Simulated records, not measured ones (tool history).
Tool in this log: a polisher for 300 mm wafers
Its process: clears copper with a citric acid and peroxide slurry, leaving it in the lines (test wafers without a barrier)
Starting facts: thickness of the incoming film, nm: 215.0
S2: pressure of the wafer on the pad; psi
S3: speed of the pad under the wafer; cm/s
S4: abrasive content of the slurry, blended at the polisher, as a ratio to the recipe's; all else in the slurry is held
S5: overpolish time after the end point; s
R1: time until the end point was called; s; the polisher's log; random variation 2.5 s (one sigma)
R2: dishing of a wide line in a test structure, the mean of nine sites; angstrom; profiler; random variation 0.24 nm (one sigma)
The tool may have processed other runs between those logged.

run 1 hour=0.0 | flow_of_slurry_(ml/min)=175 S2=2.3 S3=122 S4=1.0 S5=9 | R1=107.910 R2=134.75
run 2 hour=6.7 | flow_of_slurry_(ml/min)=175 S2=2.3 S3=144 S4=1.0 S5=9 | R1=87.494 R2=151.26
run 3 hour=7.6 | flow_of_slurry_(ml/min)=175 S2=2.0 S3=144 S4=1.0 S5=9 | R1=101.640 R2=138.42
run 4 hour=12.7 | flow_of_slurry_(ml/min)=175 S2=2.3 S3=144 S4=1.0 S5=9 | R1=89.255 R2=155.33
run 5 hour=15.2 | flow_of_slurry_(ml/min)=155 S2=2.3 S3=144 S4=1.0 S5=9 | R1=91.366 R2=152.80
run 6 hour=22.3 | flow_of_slurry_(ml/min)=155 S2=1.8 S3=144 S4=1.0 S5=9 | R1=112.910 R2=118.57
run 7 hour=30.0 | flow_of_slurry_(ml/min)=155 S2=1.7 S3=142 S4=1.0 S5=10 | R1=123.470 R2=125.85

Run 8 is up next; what results do you expect?
run 8 hour=39.1 | flow_of_slurry_(ml/min)=155 S2=1.3 S3=142 S4=1.0 S5=12 | R1=? R2=?

{"run 8": {"R1": 151.92, "R2": 115.78}}
